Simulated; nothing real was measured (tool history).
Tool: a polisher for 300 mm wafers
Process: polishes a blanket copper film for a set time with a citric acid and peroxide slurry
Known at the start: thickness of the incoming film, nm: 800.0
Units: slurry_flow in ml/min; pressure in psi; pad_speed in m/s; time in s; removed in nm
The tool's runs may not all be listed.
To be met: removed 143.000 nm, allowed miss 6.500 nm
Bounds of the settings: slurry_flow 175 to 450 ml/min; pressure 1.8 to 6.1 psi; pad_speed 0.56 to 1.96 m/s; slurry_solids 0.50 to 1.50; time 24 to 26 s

| run | hour | slurry_flow | pressure | pad_speed | slurry_solids | time | removed |
|---|---|---|---|---|---|---|---|
| 1 | 0.0 | 290 | 3.9 | 1.26 | 1.00 | 26 | 98.783 |
| 2 | 1.9 | 250 | 3.9 | 1.26 | 1.00 | 26 | 97.813 |
| 3 | 4.4 | 250 | 3.9 | 1.52 | 1.00 | 26 | 114.060 |
| 4 | 9.4 | 250 | 4.0 | 1.52 | 1.00 | 26 | 116.310 |
| 5 | 13.8 | 250 | 4.0 | 1.72 | 1.00 | 26 | 129.340 |
| 6 | 19.1 | 250 | 5.0 | 1.72 | 1.00 | 26 | 161.430 |
| 7 | 25.3 | 250 | 4.9 | 1.72 | 1.00 | 26 | 158.500 |
| 8 | 32.5 | 250 | 4.8 | 1.72 | 1.00 | 26 | 154.960 |
| 9 | 38.5 | 250 | 4.7 | 1.72 | 1.00 | 26 | 148.810 |

5 next moves are on the table. One of them brings every result within its allowed miss. Which?
| A | 44.5 | 265 | 5.4 | 1.50 | 1.30 | 25 | ? |
| B | 44.5 | 195 | 4.7 | 1.72 | 1.00 | 25 | ? |
| C | 44.5 | 340 | 5.1 | 1.66 | 0.85 | 26 | ? |
| D | 44.5 | 265 | 5.1 | 1.70 | 0.95 | 26 | ? |
| E | 44.5 | 305 | 5.1 | 1.62 | 1.15 | 25 | ? |

| move | removed |
|---|---|
| A | 156.240 |
| B | 140.450 |
| C | 153.700 |
| D | 158.350 |
| E | 154.470 |
A: further off than the last run
B: meets every target
C: further off than the last run
D: further off than the last run
E: further off than the last run
Move B is the one to make.

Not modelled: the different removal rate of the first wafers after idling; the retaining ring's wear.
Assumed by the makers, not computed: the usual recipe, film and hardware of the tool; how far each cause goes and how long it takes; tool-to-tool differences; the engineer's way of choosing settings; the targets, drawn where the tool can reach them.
